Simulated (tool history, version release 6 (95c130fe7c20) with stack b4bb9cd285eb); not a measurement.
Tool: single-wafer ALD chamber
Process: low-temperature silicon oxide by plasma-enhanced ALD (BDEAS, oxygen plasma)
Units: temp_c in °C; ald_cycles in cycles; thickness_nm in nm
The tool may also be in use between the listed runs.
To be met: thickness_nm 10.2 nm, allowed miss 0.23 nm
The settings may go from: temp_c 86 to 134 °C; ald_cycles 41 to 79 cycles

run    day  temp_c  ald_cycles  thickness_nm
  1      0     110          60        8.6078
  2  0.342     110          64        9.1791
  3  0.717     101          64        9.2962
  4  0.775     107          64        9.1338
  5  1.025     107          66        9.3724
  6  1.333     116          66         9.375
  7  1.683     116          67        9.4402
  8  1.762     116          67        9.4564

Which of these 4 next moves meets every target?
  A  1.842     117          72             ?
  B  1.842     114          66             ?
  C  1.842     103          60             ?
  D  1.842     114          65             ?

move  thickness_nm
   A        10.214
   B        9.4084
   C        8.7063
   D        9.2659
A: meets every target
B: further off than the last run
C: further off than the last run
D: further off than the last run
Answer: A
